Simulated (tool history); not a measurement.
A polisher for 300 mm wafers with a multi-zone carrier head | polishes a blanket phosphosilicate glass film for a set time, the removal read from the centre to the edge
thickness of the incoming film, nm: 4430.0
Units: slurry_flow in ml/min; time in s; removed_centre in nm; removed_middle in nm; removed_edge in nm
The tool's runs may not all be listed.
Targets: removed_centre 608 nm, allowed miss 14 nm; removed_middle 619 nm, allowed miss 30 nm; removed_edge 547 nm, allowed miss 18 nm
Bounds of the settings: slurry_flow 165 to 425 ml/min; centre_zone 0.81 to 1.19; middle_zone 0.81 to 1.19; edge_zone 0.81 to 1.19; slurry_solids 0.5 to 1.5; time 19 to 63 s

run 1 hour=0 | slurry_flow=275 centre_zone=1 middle_zone=1 edge_zone=1 slurry_solids=1 time=41 | removed_centre=489.69 removed_middle=482.28 removed_edge=517.57
run 2 hour=6.6 | slurry_flow=285 centre_zone=1.02 middle_zone=1.03 edge_zone=1 slurry_solids=1 time=41 | removed_centre=499.91 removed_middle=490.98 removed_edge=508.52
run 3 hour=15.3 | slurry_flow=285 centre_zone=1.02 middle_zone=1.03 edge_zone=1 slurry_solids=1 time=46 | removed_centre=565.72 removed_middle=547.83 removed_edge=578.21
run 4 hour=16.3 | slurry_flow=235 centre_zone=1.02 middle_zone=1.03 edge_zone=1 slurry_solids=1 time=46 | removed_centre=551.3 removed_middle=541.07 removed_edge=564.89
run 5 hour=22.9 | slurry_flow=245 centre_zone=1.03 middle_zone=1.05 edge_zone=0.99 slurry_solids=1 time=46 | removed_centre=563.09 removed_middle=565.09 removed_edge=562.69
run 6 hour=24.1 | slurry_flow=250 centre_zone=1.04 middle_zone=1.06 edge_zone=0.99 slurry_solids=1 time=46 | removed_centre=561.3 removed_middle=576.95 removed_edge=565.97
run 7 hour=30.2 | slurry_flow=260 centre_zone=1.05 middle_zone=1.06 edge_zone=0.98 slurry_solids=1 time=46 | removed_centre=575.95 removed_middle=584.98 removed_edge=562.05
run 8 hour=33.1 | slurry_flow=265 centre_zone=1.06 middle_zone=1.06 edge_zone=0.97 slurry_solids=1 time=46 | removed_centre=578.1 removed_middle=569.11 removed_edge=558.23
run 9 hour=39.1 | slurry_flow=270 centre_zone=1.07 middle_zone=1.07 edge_zone=0.97 slurry_solids=1 time=46 | removed_centre=591.84 removed_middle=583.82 removed_edge=558.25
run 10 hour=47.5 | slurry_flow=275 centre_zone=1.07 middle_zone=1.08 edge_zone=0.97 slurry_solids=1 time=46 | removed_centre=592.07 removed_middle=592.36 removed_edge=557.59
run 11 hour=52.4 | slurry_flow=280 centre_zone=1.07 middle_zone=1.09 edge_zone=0.97 slurry_solids=1 time=46 | removed_centre=587.87 removed_middle=591.3 removed_edge=573.99
run 12 hour=54.5 | slurry_flow=275 centre_zone=1.08 middle_zone=1.09 edge_zone=0.96 slurry_solids=1 time=46 | removed_centre=583.46 removed_middle=572.77 removed_edge=557.02

Which of these 5 next moves meets every target?
run A hour=56.6 | slurry_flow=265 centre_zone=1.14 middle_zone=1.19 edge_zone=0.98 slurry_solids=0.95 time=46 | removed_centre=? removed_middle=? removed_edge=?
run B hour=56.6 | slurry_flow=230 centre_zone=1.02 middle_zone=1.11 edge_zone=0.99 slurry_solids=0.95 time=46 | removed_centre=? removed_middle=? removed_edge=?
run C hour=56.6 | slurry_flow=370 centre_zone=0.97 middle_zone=1 edge_zone=1.08 slurry_solids=1.05 time=45 | removed_centre=? removed_middle=? removed_edge=?
run D hour=56.6 | slurry_flow=340 centre_zone=1.09 middle_zone=0.98 edge_zone=1.09 slurry_solids=1.05 time=42 | removed_centre=? removed_middle=? removed_edge=?
run E hour=56.6 | slurry_flow=360 centre_zone=1 middle_zone=1.01 edge_zone=0.93 slurry_solids=1 time=45 | removed_centre=? removed_middle=? removed_edge=?

move=A removed_centre=612.81 removed_middle=632.15 removed_edge=545.05
move=B removed_centre=539.2 removed_middle=587.51 removed_edge=542.61
move=C removed_centre=548.6 removed_middle=573.36 removed_edge=598.74
move=D removed_centre=571.76 removed_middle=522.42 removed_edge=558.83
move=E removed_centre=552.47 removed_middle=564.79 removed_edge=544.2
A: meets every target
B: further off than the last run
C: further off than the last run
D: further off than the last run
E: further off than the last run
Answer: A

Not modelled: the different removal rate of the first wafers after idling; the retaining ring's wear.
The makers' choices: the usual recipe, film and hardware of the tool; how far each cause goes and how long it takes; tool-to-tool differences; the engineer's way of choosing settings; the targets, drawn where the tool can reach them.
